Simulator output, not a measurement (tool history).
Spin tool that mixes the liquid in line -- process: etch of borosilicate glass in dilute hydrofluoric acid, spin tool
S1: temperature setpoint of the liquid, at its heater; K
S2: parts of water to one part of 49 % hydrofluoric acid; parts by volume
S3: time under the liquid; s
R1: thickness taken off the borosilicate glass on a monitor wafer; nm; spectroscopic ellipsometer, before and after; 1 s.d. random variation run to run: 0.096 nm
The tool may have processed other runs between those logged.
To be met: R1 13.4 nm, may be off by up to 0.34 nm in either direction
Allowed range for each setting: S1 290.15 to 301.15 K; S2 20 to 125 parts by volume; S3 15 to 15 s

run,hour,S1,S2,S3,R1
1,0,293.15,70,15,5.381
2,6.9,293.15,90,15,4.0445
3,10.7,295.15,75,15,5.3536
4,17,295.15,75,15,5.4394
5,20.8,296.65,75,15,5.7106
6,21.7,296.65,75,15,5.7773
7,24.6,297.65,65,15,7.0387
8,30.5,298.65,55,15,8.8969
9,37.1,299.15,50,15,9.8525
10,39.3,299.65,45,15,11.273

Which one of the following 4 next-run settings gets every result inside its allowed miss? There is exactly one.
A,41.5,299.65,40,15,?
B,41.5,297.65,35,15,?
C,41.5,298.65,35,15,?
D,41.5,298.65,50,15,?

move,R1
A,12.664
B,13.424
C,13.991
D,9.5919
A: gains on the last run, yet a result remains outside its allowed miss
B: meets every target
C: pushes the last run's worst result past its target
D: its largest miss is bigger than the last run's
Answer: B

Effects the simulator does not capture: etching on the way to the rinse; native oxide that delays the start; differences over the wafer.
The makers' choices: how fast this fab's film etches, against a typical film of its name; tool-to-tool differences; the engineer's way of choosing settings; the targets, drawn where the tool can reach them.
